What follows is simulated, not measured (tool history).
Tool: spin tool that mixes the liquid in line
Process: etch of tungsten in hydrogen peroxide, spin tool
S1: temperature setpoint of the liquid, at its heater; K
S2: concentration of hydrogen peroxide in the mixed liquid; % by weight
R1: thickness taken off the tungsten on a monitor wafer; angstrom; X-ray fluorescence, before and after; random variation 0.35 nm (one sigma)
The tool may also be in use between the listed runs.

run 1 hour=0.0 | S1=324.15 S2=22 time_under_the_liquid_(s)=15 | R1=253.72
run 2 hour=2.6 | S1=324.15 S2=20 time_under_the_liquid_(s)=15 | R1=241.55
run 3 hour=7.8 | S1=320.65 S2=20 time_under_the_liquid_(s)=15 | R1=197.85
run 4 hour=16.4 | S1=322.15 S2=20 time_under_the_liquid_(s)=15 | R1=217.28
run 5 hour=18.1 | S1=323.65 S2=20 time_under_the_liquid_(s)=15 | R1=237.18
run 6 hour=25.8 | S1=324.65 S2=20 time_under_the_liquid_(s)=15 | R1=248.38
run 7 hour=29.5 | S1=325.65 S2=20 time_under_the_liquid_(s)=15 | R1=268.65
run 8 hour=35.7 | S1=326.65 S2=20 time_under_the_liquid_(s)=15 | R1=286.32

Forecast run 9:
run 9 hour=43.9 | S1=327.15 S2=20 time_under_the_liquid_(s)=15 | R1=?

R1: 293.76 angstrom

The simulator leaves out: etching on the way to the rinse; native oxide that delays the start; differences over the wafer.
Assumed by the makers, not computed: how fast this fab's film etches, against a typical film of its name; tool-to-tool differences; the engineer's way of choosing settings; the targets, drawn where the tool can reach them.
